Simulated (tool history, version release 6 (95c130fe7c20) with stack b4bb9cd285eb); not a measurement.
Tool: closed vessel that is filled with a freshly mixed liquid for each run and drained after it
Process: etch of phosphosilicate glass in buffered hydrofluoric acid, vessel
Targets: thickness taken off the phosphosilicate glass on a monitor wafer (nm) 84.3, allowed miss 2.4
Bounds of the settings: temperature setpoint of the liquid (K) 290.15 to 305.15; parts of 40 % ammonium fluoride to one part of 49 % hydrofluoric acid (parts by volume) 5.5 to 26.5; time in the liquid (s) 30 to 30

run,hour,temperature setpoint of the liquid (K),parts of 40 % ammonium fluoride to one part of 49 % hydrofluoric acid (parts by volume),time in the liquid (s),thickness taken off the phosphosilicate glass on a monitor wafer (nm)
1,0,297.15,16,30,121.17
2,8.7,297.15,16,30,122.13
3,13.5,295.15,16,30,107.92
4,19.6,295.15,16,30,108.29
5,22.3,294.15,16,30,101.55
6,25.9,293.15,16,30,96.997
7,26.9,292.65,16,30,93.881
8,36.2,292.15,16,30,93.058
9,40.2,291.65,16,30,88.603

Which of these 4 next moves meets every target?
A,44.2,291.15,16.5,30,?
B,44.2,291.15,15.5,30,?
C,44.2,291.65,15.5,30,?
D,44.2,292.65,16,30,?

move,thickness taken off the phosphosilicate glass on a monitor wafer (nm)
A,84.587
B,89.963
C,92.552
D,94.912
A: meets every target
B: further off than the last run
C: further off than the last run
D: further off than the last run
Move A is the one to make.

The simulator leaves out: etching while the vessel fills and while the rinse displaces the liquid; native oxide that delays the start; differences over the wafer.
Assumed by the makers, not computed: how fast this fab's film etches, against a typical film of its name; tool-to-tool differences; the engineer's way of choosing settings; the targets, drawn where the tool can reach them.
